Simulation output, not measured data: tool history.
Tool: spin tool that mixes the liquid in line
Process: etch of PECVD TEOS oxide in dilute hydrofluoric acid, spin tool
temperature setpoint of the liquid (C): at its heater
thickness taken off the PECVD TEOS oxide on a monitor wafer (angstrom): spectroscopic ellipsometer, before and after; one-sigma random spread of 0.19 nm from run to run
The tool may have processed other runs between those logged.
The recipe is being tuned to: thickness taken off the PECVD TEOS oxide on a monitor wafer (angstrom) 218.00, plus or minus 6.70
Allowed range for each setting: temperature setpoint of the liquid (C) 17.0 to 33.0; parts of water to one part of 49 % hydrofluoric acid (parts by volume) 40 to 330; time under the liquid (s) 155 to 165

run	hour	temperature setpoint of the liquid (C)	parts of water to one part of 49 % hydrofluoric acid (parts by volume)	time under the liquid (s)	thickness taken off the PECVD TEOS oxide on a monitor wafer (angstrom)
1	0.0	25.0	185	155	122.02
2	1.0	25.0	130	155	182.51
3	4.2	26.0	130	155	191.10
4	9.2	26.0	100	155	259.73
5	10.1	25.5	100	155	249.18
# hour 18.1: hydrofluoric acid flow meter replaced
6	18.1	28.0	100	155	244.30
7	19.6	28.0	120	155	200.71
8	22.7	27.5	120	155	193.87
9	29.1	27.0	120	155	189.80
10	32.6	26.5	120	155	188.43
11	33.4	25.0	110	155	195.40
12	35.8	26.5	110	155	209.35

Which single option among these 5 for the next run brings every result within its allowed miss of target? Just one does.
A	38.2	23.5	110	165	?
B	38.2	25.5	105	160	?
C	38.2	25.0	110	155	?
D	38.2	25.5	115	165	?
E	38.2	27.5	115	155	?

move	thickness taken off the PECVD TEOS oxide on a monitor wafer (angstrom)
A	196.46
B	217.19
C	195.74
D	201.95
E	204.81
A: moves away from the targets compared with the last run
B: all results in spec
C: moves away from the targets compared with the last run
D: moves away from the targets compared with the last run
E: moves away from the targets compared with the last run
Go with B: it meets all targets.
